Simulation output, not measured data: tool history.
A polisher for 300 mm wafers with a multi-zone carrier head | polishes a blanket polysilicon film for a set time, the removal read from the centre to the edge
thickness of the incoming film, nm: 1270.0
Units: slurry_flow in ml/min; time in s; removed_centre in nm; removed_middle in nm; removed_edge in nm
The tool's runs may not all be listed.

run	hour	slurry_flow	centre_zone	middle_zone	edge_zone	time	removed_centre	removed_middle	removed_edge
1	0	300	1	1	1	60	278.07	267.39	274.38
2	2.3	295	0.97	1.01	0.95	59	259.59	262.72	260.22
3	7.3	295	0.97	0.97	0.95	59	261.24	251.58	261.57
4	11.9	290	0.95	0.99	0.91	59	255.35	256.73	257.15
5	15.7	285	0.94	1	0.88	58	247.63	253.96	250.81
6	21.3	285	0.94	1	0.88	46	196.66	203.06	195.08
7	29.2	290	0.96	1.04	0.94	48	210.35	218.3	214.61
8	31.3	305	0.98	1.08	0.96	48	214.65	226.51	211.04

Forecast run 9:
9	33.5	305	0.99	1.1	1	49	?	?	?

Run 9 gave removed_centre 221.09 nm, removed_middle 235.44 nm, removed_edge 223.27 nm.

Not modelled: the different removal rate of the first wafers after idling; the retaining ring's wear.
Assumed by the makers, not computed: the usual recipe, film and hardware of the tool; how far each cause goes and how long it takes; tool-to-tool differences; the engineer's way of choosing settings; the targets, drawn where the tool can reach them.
